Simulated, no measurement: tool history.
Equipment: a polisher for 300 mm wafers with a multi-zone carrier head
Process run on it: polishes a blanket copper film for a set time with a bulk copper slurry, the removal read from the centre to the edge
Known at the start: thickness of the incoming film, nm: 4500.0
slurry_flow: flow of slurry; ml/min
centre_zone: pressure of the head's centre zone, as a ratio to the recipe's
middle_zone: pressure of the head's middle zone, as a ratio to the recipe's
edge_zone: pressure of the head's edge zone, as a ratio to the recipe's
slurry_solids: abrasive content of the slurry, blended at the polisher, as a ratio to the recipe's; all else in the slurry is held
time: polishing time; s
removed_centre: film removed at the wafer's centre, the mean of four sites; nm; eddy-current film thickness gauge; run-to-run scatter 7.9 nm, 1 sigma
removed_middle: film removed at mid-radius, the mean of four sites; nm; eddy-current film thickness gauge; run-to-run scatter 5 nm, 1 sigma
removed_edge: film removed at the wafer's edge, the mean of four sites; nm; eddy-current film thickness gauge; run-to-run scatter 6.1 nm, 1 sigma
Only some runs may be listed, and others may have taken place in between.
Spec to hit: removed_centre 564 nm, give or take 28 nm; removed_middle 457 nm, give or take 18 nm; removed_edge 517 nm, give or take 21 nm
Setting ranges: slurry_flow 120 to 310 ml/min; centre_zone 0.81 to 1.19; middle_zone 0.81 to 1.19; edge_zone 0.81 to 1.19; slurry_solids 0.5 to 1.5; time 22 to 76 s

run 1 day=0 | slurry_flow=200 centre_zone=1 middle_zone=1 edge_zone=1 slurry_solids=1 time=49 | removed_centre=813 removed_middle=809.67 removed_edge=808.91
run 2 day=0.167 | slurry_flow=200 centre_zone=1 middle_zone=1 edge_zone=1 slurry_solids=1 time=57 | removed_centre=978.57 removed_middle=962.37 removed_edge=952.34
run 3 day=0.479 | slurry_flow=170 centre_zone=1 middle_zone=1 edge_zone=1 slurry_solids=1 time=57 | removed_centre=910.68 removed_middle=935.39 removed_edge=916.78
run 4 day=0.662 | slurry_flow=175 centre_zone=1.02 middle_zone=0.95 edge_zone=0.98 slurry_solids=0.85 time=50 | removed_centre=838.31 removed_middle=772.24 removed_edge=781.05
run 5 day=0.958 | slurry_flow=175 centre_zone=1.01 middle_zone=0.91 edge_zone=0.98 slurry_solids=0.8 time=44 | removed_centre=706.47 removed_middle=641.83 removed_edge=686.68
run 6 day=1.046 | slurry_flow=175 centre_zone=1.01 middle_zone=0.91 edge_zone=0.98 slurry_solids=0.65 time=44 | removed_centre=684.4 removed_middle=642.99 removed_edge=670.79
run 7 day=1.388 | slurry_flow=170 centre_zone=1.02 middle_zone=0.88 edge_zone=0.97 slurry_solids=0.65 time=41 | removed_centre=651.14 removed_middle=569.06 removed_edge=620.38
run 8 day=1.654 | slurry_flow=165 centre_zone=1.02 middle_zone=0.86 edge_zone=0.95 slurry_solids=0.6 time=39 | removed_centre=606.5 removed_middle=518.8 removed_edge=581.9
run 9 day=1.725 | slurry_flow=160 centre_zone=1.02 middle_zone=0.85 edge_zone=0.92 slurry_solids=0.55 time=39 | removed_centre=596 removed_middle=518.74 removed_edge=565.19
run 10 day=1.996 | slurry_flow=155 centre_zone=1.03 middle_zone=0.84 edge_zone=0.91 slurry_solids=0.55 time=38 | removed_centre=587.69 removed_middle=492.29 removed_edge=529.92
run 11 day=2.346 | slurry_flow=130 centre_zone=1.03 middle_zone=0.81 edge_zone=0.95 slurry_solids=0.5 time=37 | removed_centre=526.45 removed_middle=439.54 removed_edge=513.8

Consider the 5 candidate settings below. Which is the only one whose results all fall within their allowed miss of target?
run A day=2.696 | slurry_flow=130 centre_zone=0.99 middle_zone=0.85 edge_zone=0.95 slurry_solids=0.55 time=36 | removed_centre=? removed_middle=? removed_edge=?
run B day=2.696 | slurry_flow=130 centre_zone=1.07 middle_zone=0.83 edge_zone=0.92 slurry_solids=0.65 time=36 | removed_centre=? removed_middle=? removed_edge=?
run C day=2.696 | slurry_flow=120 centre_zone=0.95 middle_zone=0.86 edge_zone=1.03 slurry_solids=0.5 time=36 | removed_centre=? removed_middle=? removed_edge=?
run D day=2.696 | slurry_flow=120 centre_zone=0.97 middle_zone=0.82 edge_zone=0.9 slurry_solids=0.5 time=39 | removed_centre=? removed_middle=? removed_edge=?
run E day=2.696 | slurry_flow=120 centre_zone=0.9 middle_zone=0.93 edge_zone=0.91 slurry_solids=0.5 time=36 | removed_centre=? removed_middle=? removed_edge=?

move=A removed_centre=497.73 removed_middle=444.3 removed_edge=510.56
move=B removed_centre=545.19 removed_middle=442.74 removed_edge=511.51
move=C removed_centre=462.27 removed_middle=434.86 removed_edge=517.68
move=D removed_centre=510.77 removed_middle=453.1 removed_edge=526.85
move=E removed_centre=439.12 removed_middle=464.19 removed_edge=488.05
A: its largest miss is bigger than the last run's
B: each result inside its tolerance
C: its largest miss is bigger than the last run's
D: its largest miss is bigger than the last run's
E: its largest miss is bigger than the last run's
So the answer is move B, the one that meets all the targets.

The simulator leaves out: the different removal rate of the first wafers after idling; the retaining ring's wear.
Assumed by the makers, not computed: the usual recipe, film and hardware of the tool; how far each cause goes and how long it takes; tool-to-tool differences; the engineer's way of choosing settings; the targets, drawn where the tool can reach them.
